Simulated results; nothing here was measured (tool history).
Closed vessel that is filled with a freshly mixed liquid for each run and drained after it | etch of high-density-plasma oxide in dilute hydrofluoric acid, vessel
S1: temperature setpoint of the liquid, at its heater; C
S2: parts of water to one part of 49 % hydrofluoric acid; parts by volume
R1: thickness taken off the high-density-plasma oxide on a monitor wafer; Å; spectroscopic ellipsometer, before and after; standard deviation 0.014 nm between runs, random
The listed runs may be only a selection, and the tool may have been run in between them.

Run 1, hour 0: S1 24 C, S2 215 parts by volume, time in the liquid (s) 75. Result: R1 26.576 Å.
Run 2, hour 1.8: S1 23 C, S2 215 parts by volume, time in the liquid (s) 75. Result: R1 25.896 Å.
Run 3, hour 9.7: S1 20 C, S2 215 parts by volume, time in the liquid (s) 75. Result: R1 22.993 Å.
Run 4, hour 12.8: S1 23 C, S2 215 parts by volume, time in the liquid (s) 75. Result: R1 25.726 Å.
Run 5, hour 20.6: S1 22.5 C, S2 215 parts by volume, time in the liquid (s) 75. Result: R1 25.321 Å.
Run 6, hour 24.9: S1 22.5 C, S2 215 parts by volume, time in the liquid (s) 75. Result: R1 25.006 Å.

Run 7 has not been measured yet. What should we expect?
Run 7, hour 30.9: S1 22.5 C, S2 215 parts by volume, time in the liquid (s) 75. Result: R1 ?.

Run 7 yielded R1 25.302 Å.
